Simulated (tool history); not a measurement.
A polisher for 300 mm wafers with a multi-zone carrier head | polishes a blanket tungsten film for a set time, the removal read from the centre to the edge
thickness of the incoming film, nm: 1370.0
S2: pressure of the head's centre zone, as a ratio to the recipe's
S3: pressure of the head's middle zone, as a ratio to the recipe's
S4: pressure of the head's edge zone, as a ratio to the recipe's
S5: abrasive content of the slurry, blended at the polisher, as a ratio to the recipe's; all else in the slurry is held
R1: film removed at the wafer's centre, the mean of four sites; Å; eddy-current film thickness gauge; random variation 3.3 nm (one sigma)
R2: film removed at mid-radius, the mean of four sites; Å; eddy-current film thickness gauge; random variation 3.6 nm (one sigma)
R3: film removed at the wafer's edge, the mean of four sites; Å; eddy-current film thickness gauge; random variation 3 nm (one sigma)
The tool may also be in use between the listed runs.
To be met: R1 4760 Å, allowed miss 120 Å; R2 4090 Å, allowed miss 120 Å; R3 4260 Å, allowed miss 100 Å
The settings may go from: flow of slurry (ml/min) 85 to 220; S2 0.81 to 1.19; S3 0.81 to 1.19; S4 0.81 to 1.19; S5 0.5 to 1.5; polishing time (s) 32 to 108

Run 1, hour 0: flow of slurry (ml/min) 140, S2 1, S3 1, S4 1, S5 1, polishing time (s) 70. Result: R1 5111 Å, R2 5112.5 Å, R3 5097 Å.
Run 2, hour 4.8: flow of slurry (ml/min) 140, S2 1, S3 1, S4 1, S5 1.15, polishing time (s) 70. Result: R1 5295 Å, R2 5343.2 Å, R3 5323.6 Å.
Run 3, hour 11.3: flow of slurry (ml/min) 130, S2 1.01, S3 0.96, S4 0.95, S5 1.05, polishing time (s) 70. Result: R1 5091.6 Å, R2 4982.6 Å, R3 4940.4 Å.
Run 4, hour 14.6: flow of slurry (ml/min) 130, S2 1.01, S3 0.88, S4 0.95, S5 1.05, polishing time (s) 70. Result: R1 5162.5 Å, R2 4591.4 Å, R3 4964.5 Å.
Run 5, hour 22.8: flow of slurry (ml/min) 120, S2 1.02, S3 0.86, S4 0.91, S5 1, polishing time (s) 70. Result: R1 4993.7 Å, R2 4423.2 Å, R3 4709.8 Å.
Run 6, hour 28.7: flow of slurry (ml/min) 110, S2 1.03, S3 0.85, S4 0.88, S5 1, polishing time (s) 70. Result: R1 4966.2 Å, R2 4256.1 Å, R3 4694.1 Å.
Run 7, hour 29.3: flow of slurry (ml/min) 115, S2 1.04, S3 0.86, S4 0.86, S5 0.9, polishing time (s) 70. Result: R1 4997.4 Å, R2 4234.8 Å, R3 4543.1 Å.
Run 8, hour 34.9: flow of slurry (ml/min) 110, S2 1.04, S3 0.87, S4 0.84, S5 0.85, polishing time (s) 70. Result: R1 4846.3 Å, R2 4181.8 Å, R3 4419.9 Å.

Which of these 4 next moves meets every target?
Run A, hour 40.5: flow of slurry (ml/min) 125, S2 0.99, S3 0.81, S4 0.89, S5 0.9, polishing time (s) 70. Result: R1 ?, R2 ?, R3 ?.
Run B, hour 40.5: flow of slurry (ml/min) 95, S2 1.07, S3 0.85, S4 0.84, S5 0.9, polishing time (s) 73. Result: R1 ?, R2 ?, R3 ?.
Run C, hour 40.5: flow of slurry (ml/min) 140, S2 1.02, S3 0.81, S4 0.91, S5 0.95, polishing time (s) 68. Result: R1 ?, R2 ?, R3 ?.
Run D, hour 40.5: flow of slurry (ml/min) 85, S2 1.08, S3 0.89, S4 0.82, S5 1.2, polishing time (s) 66. Result: R1 ?, R2 ?, R3 ?.

move      R1      R2      R3
   A  4792.7    4116  4627.6
   B  5032.8  4192.1  4500.2
   C  4987.4  4143.4  4676.4
   D  4774.6  4109.6  4241.1
A: further off than the last run
B: further off than the last run
C: further off than the last run
D: meets every target
Move D is the one to make.

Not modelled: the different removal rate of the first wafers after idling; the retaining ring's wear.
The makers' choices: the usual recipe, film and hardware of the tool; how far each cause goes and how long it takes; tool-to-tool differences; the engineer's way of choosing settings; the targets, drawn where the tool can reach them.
